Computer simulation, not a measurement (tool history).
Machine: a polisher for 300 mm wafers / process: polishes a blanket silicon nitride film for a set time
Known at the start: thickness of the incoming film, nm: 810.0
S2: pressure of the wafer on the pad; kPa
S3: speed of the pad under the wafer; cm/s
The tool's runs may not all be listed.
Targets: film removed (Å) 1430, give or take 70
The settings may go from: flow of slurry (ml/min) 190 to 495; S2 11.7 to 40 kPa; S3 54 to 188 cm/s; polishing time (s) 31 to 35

{"run": 1, "hour": 0.0, "flow of slurry (ml/min)": 320, "S2": 25.5, "S3": 120, "polishing time (s)": 35, "film removed (Å)": 715.08}
{"run": 2, "hour": 7.0, "flow of slurry (ml/min)": 320, "S2": 27.6, "S3": 124, "polishing time (s)": 35, "film removed (Å)": 778.86}
{"run": 3, "hour": 15.9, "flow of slurry (ml/min)": 320, "S2": 29.6, "S3": 130, "polishing time (s)": 35, "film removed (Å)": 855.23}
{"run": 4, "hour": 24.1, "flow of slurry (ml/min)": 320, "S2": 32.4, "S3": 130, "polishing time (s)": 35, "film removed (Å)": 935.75}
{"run": 5, "hour": 29.4, "flow of slurry (ml/min)": 320, "S2": 33.8, "S3": 136, "polishing time (s)": 35, "film removed (Å)": 1032.8}
{"run": 6, "hour": 30.3, "flow of slurry (ml/min)": 320, "S2": 34.5, "S3": 140, "polishing time (s)": 35, "film removed (Å)": 1050}
{"run": 7, "hour": 32.9, "flow of slurry (ml/min)": 320, "S2": 35.2, "S3": 144, "polishing time (s)": 35, "film removed (Å)": 1121.2}
{"run": 8, "hour": 35.3, "flow of slurry (ml/min)": 320, "S2": 35.9, "S3": 146, "polishing time (s)": 35, "film removed (Å)": 1167.9}
{"run": 9, "hour": 42.3, "flow of slurry (ml/min)": 320, "S2": 35.9, "S3": 146, "polishing time (s)": 35, "film removed (Å)": 1135.3}
{"run": 10, "hour": 49.2, "flow of slurry (ml/min)": 320, "S2": 36.5, "S3": 150, "polishing time (s)": 35, "film removed (Å)": 1173.9}
{"run": 11, "hour": 55.0, "flow of slurry (ml/min)": 320, "S2": 37.2, "S3": 154, "polishing time (s)": 35, "film removed (Å)": 1272.6}
{"run": 12, "hour": 58.1, "flow of slurry (ml/min)": 320, "S2": 40, "S3": 156, "polishing time (s)": 35, "film removed (Å)": 1359}
{"run": 13, "hour": 66.9, "flow of slurry (ml/min)": 320, "S2": 40, "S3": 156, "polishing time (s)": 35, "film removed (Å)": 1359.1}

Exactly one of the 4 candidate moves below puts every result within its allowed miss. Which one?
{"run": "A", "hour": 75.7, "flow of slurry (ml/min)": 345, "S2": 40, "S3": 162, "polishing time (s)": 35, "film removed (Å)": "?"}
{"run": "B", "hour": 75.7, "flow of slurry (ml/min)": 345, "S2": 37.2, "S3": 170, "polishing time (s)": 32, "film removed (Å)": "?"}
{"run": "C", "hour": 75.7, "flow of slurry (ml/min)": 340, "S2": 40, "S3": 150, "polishing time (s)": 33, "film removed (Å)": "?"}
{"run": "D", "hour": 75.7, "flow of slurry (ml/min)": 370, "S2": 37.9, "S3": 156, "polishing time (s)": 34, "film removed (Å)": "?"}

move=A film_removed_(Å)=1377.2
move=B film_removed_(Å)=1220.2
move=C film_removed_(Å)=1219.9
move=D film_removed_(Å)=1237.5
A: each result inside its tolerance
B: further off than the last run
C: further off than the last run
D: further off than the last run
Correct choice: A, which meets every target

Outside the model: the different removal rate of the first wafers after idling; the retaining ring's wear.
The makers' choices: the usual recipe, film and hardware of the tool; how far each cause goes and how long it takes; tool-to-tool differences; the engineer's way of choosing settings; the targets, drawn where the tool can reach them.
